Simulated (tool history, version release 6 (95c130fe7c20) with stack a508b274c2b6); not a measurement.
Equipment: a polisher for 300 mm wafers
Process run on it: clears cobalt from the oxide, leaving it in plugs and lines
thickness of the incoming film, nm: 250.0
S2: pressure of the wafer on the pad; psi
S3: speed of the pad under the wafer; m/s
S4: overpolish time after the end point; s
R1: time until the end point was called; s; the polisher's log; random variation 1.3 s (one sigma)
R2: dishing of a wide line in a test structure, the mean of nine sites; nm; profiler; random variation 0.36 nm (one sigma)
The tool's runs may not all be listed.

{"run": 1, "hour": 0.0, "flow of slurry (ml/min)": 195, "S2": 1.9, "S3": 0.94, "S4": 23, "R1": 56.343, "R2": 32.628}
{"run": 2, "hour": 4.0, "flow of slurry (ml/min)": 190, "S2": 1.8, "S3": 0.94, "S4": 20, "R1": 57.346, "R2": 30.651}
{"run": 3, "hour": 12.4, "flow of slurry (ml/min)": 190, "S2": 2.2, "S3": 0.94, "S4": 20, "R1": 48.341, "R2": 32.659}
{"run": 4, "hour": 14.9, "flow of slurry (ml/min)": 225, "S2": 2.2, "S3": 0.94, "S4": 20, "R1": 49.49, "R2": 31.643}
{"run": 5, "hour": 22.0, "flow of slurry (ml/min)": 230, "S2": 2.0, "S3": 0.94, "S4": 18, "R1": 51.206, "R2": 32.115}
{"run": 6, "hour": 24.7, "flow of slurry (ml/min)": 230, "S2": 2.0, "S3": 1.08, "S4": 18, "R1": 45.83, "R2": 31.607}

Expected results for the next run?
{"run": 7, "hour": 31.0, "flow of slurry (ml/min)": 220, "S2": 1.8, "S3": 1.06, "S4": 16, "R1": "?", "R2": "?"}

R1: 50.358 s
R2: 31.007 nm
